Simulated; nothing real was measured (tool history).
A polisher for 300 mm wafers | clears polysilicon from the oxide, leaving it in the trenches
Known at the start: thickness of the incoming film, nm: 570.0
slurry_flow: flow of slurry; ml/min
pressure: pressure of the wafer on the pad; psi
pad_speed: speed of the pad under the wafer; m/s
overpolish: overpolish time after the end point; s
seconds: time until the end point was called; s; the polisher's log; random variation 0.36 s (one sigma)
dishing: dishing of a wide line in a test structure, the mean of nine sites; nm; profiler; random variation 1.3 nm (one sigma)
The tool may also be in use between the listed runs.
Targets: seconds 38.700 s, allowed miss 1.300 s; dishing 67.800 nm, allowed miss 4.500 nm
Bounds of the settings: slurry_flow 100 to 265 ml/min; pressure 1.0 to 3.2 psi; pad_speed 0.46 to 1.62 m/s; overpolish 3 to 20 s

run	hour	slurry_flow	pressure	pad_speed	overpolish	seconds	dishing
1	0.0	170	2.1	1.04	10	50.086	62.058
2	3.9	175	2.3	1.04	10	45.609	64.003
3	7.5	175	2.3	1.04	6	45.512	46.911
4	14.1	175	2.3	1.04	3	45.677	28.989
5	20.1	175	2.4	1.04	5	43.513	45.078
6	25.6	180	2.5	1.02	6	42.722	52.063
7	27.0	185	2.6	1.02	6	40.881	53.823
8	28.9	185	2.7	1.02	6	39.673	54.124
9	37.3	190	2.7	1.02	7	39.477	57.928

5 next moves are on the table. One of them brings every result within its allowed miss. Which?
A	45.7	160	3.2	0.88	5	?	?
B	45.7	165	2.5	1.14	5	?	?
C	45.7	225	3.0	0.90	6	?	?
D	45.7	185	3.2	0.86	7	?	?
E	45.7	215	3.2	0.86	9	?	?

move	seconds	dishing
A	39.942	46.991
B	39.227	47.570
C	39.791	53.071
D	40.041	58.012
E	39.284	66.933
A: further off than the last run
B: further off than the last run
C: further off than the last run
D: as far off as the last run
E: meets every target
Move E is the one to make.
